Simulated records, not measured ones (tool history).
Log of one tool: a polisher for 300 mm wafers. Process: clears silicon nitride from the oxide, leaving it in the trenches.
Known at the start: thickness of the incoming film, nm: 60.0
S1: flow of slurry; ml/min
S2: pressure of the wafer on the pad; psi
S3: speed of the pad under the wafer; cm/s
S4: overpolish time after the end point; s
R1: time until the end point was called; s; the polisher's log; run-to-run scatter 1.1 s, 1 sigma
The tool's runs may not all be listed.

{"run": 1, "hour": 0.0, "S1": 185, "S2": 2, "S3": 128, "S4": 45, "R1": 89.786}
{"run": 2, "hour": 2.0, "S1": 185, "S2": 2, "S3": 128, "S4": 45, "R1": 90.001}
{"run": 3, "hour": 10.2, "S1": 185, "S2": 2, "S3": 152, "S4": 45, "R1": 76.912}
{"run": 4, "hour": 18.4, "S1": 180, "S2": 1.8, "S3": 152, "S4": 45, "R1": 85.091}
{"run": 5, "hour": 21.7, "S1": 145, "S2": 1.8, "S3": 152, "S4": 45, "R1": 87.94}
{"run": 6, "hour": 23.5, "S1": 145, "S2": 1.7, "S3": 152, "S4": 45, "R1": 92.573}
{"run": 7, "hour": 30.5, "S1": 145, "S2": 1.7, "S3": 152, "S4": 45, "R1": 91.661}
{"run": 8, "hour": 31.4, "S1": 145, "S2": 1.6, "S3": 152, "S4": 45, "R1": 96.076}
{"run": 9, "hour": 32.9, "S1": 145, "S2": 1.5, "S3": 152, "S4": 45, "R1": 103.06}
{"run": 10, "hour": 35.7, "S1": 145, "S2": 1.4, "S3": 152, "S4": 45, "R1": 109.48}

Forecast run 11:
{"run": 11, "hour": 40.8, "S1": 145, "S2": 1.3, "S3": 152, "S4": 45, "R1": "?"}

R1: 117.11 s
